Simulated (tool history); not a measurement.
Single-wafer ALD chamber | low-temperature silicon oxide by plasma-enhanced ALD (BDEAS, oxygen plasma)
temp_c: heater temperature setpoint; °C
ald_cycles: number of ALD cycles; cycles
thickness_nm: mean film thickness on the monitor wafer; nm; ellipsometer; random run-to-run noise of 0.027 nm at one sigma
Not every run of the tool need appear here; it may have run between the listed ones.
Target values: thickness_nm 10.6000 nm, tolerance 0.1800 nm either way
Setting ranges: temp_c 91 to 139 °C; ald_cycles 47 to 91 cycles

run,hour,temp_c,ald_cycles,thickness_nm
1,0.0,115,69,9.4259
2,3.2,115,59,8.0562
3,9.2,105,59,8.2249
4,17.1,109,59,8.1629
5,23.7,109,55,7.6285
6,32.5,117,55,7.4658
7,38.0,113,60,8.2087
8,39.4,110,64,8.8392

Which single option among these 5 for the next run brings every result within its allowed miss of target? Just one does.
A,40.8,98,71,?
B,40.8,108,73,?
C,40.8,118,78,?
D,40.8,120,76,?
E,40.8,97,79,?

move,thickness_nm
A,10.1360
B,10.1290
C,10.5970
D,10.2820
E,11.3240
A: closer than the last run, but not yet in spec
B: closer than the last run, but not yet in spec
C: every result lands within tolerance
D: closer than the last run, but not yet in spec
E: takes the biggest miss from the last run beyond its target
Correct choice: C, which meets every target
